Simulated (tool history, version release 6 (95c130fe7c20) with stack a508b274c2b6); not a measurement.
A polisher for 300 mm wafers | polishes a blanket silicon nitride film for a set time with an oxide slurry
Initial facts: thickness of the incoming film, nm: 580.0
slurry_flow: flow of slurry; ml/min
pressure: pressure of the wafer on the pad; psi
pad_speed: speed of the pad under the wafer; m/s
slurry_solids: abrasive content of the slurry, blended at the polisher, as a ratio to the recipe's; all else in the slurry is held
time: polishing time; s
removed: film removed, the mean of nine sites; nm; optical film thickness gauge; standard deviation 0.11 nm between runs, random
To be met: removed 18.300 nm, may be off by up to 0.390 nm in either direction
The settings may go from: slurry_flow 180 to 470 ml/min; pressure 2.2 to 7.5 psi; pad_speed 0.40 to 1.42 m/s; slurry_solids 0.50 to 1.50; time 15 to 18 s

{"run": 1, "hour": 0.0, "slurry_flow": 300, "pressure": 4.8, "pad_speed": 0.9, "slurry_solids": 1.0, "time": 18, "removed": 14.075}
{"run": 2, "hour": 5.9, "slurry_flow": 300, "pressure": 5.5, "pad_speed": 0.9, "slurry_solids": 1.0, "time": 18, "removed": 15.916}
{"run": 3, "hour": 6.7, "slurry_flow": 300, "pressure": 5.5, "pad_speed": 0.9, "slurry_solids": 1.0, "time": 15, "removed": 13.106}
{"run": 4, "hour": 10.1, "slurry_flow": 305, "pressure": 5.8, "pad_speed": 0.9, "slurry_solids": 1.0, "time": 15, "removed": 13.782}
{"run": 5, "hour": 13.0, "slurry_flow": 305, "pressure": 6.1, "pad_speed": 0.92, "slurry_solids": 1.0, "time": 15, "removed": 14.869}
{"run": 6, "hour": 21.6, "slurry_flow": 305, "pressure": 6.1, "pad_speed": 0.92, "slurry_solids": 0.9, "time": 15, "removed": 14.322}
{"run": 7, "hour": 27.6, "slurry_flow": 305, "pressure": 6.3, "pad_speed": 0.92, "slurry_solids": 0.9, "time": 15, "removed": 14.63}
{"run": 8, "hour": 34.2, "slurry_flow": 305, "pressure": 6.5, "pad_speed": 0.92, "slurry_solids": 0.9, "time": 15, "removed": 15.176}
{"run": 9, "hour": 42.7, "slurry_flow": 305, "pressure": 6.7, "pad_speed": 0.92, "slurry_solids": 0.9, "time": 15, "removed": 15.514}
{"hour": 43.4, "done": "slurry blender recalibrated"}
{"run": 10, "hour": 43.4, "slurry_flow": 305, "pressure": 6.8, "pad_speed": 0.92, "slurry_solids": 0.9, "time": 15, "removed": 16.681}
{"run": 11, "hour": 47.8, "slurry_flow": 305, "pressure": 6.9, "pad_speed": 0.92, "slurry_solids": 0.9, "time": 15, "removed": 16.836}
{"run": 12, "hour": 54.0, "slurry_flow": 305, "pressure": 7.0, "pad_speed": 0.92, "slurry_solids": 0.9, "time": 15, "removed": 17.187}
{"run": 13, "hour": 55.1, "slurry_flow": 305, "pressure": 7.2, "pad_speed": 0.92, "slurry_solids": 0.9, "time": 15, "removed": 17.741}
{"run": 14, "hour": 58.5, "slurry_flow": 305, "pressure": 7.3, "pad_speed": 0.92, "slurry_solids": 0.9, "time": 15, "removed": 17.686}

Next run, 4 choices. One meets every target within its allowed miss, the rest don't. Which?
{"run": "A", "hour": 61.9, "slurry_flow": 275, "pressure": 7.5, "pad_speed": 0.82, "slurry_solids": 0.9, "time": 15, "removed": "?"}
{"run": "B", "hour": 61.9, "slurry_flow": 300, "pressure": 7.4, "pad_speed": 0.76, "slurry_solids": 0.85, "time": 17, "removed": "?"}
{"run": "C", "hour": 61.9, "slurry_flow": 320, "pressure": 7.3, "pad_speed": 0.86, "slurry_solids": 0.9, "time": 16, "removed": "?"}
{"run": "D", "hour": 61.9, "slurry_flow": 295, "pressure": 7.2, "pad_speed": 0.92, "slurry_solids": 0.85, "time": 15, "removed": "?"}

move=A removed=16.473
move=B removed=17.257
move=C removed=18.054
move=D removed=17.212
A: the biggest miss grows against the last run
B: the biggest miss grows against the last run
C: hits every target within its allowed miss
D: the biggest miss grows against the last run
The right move is C.
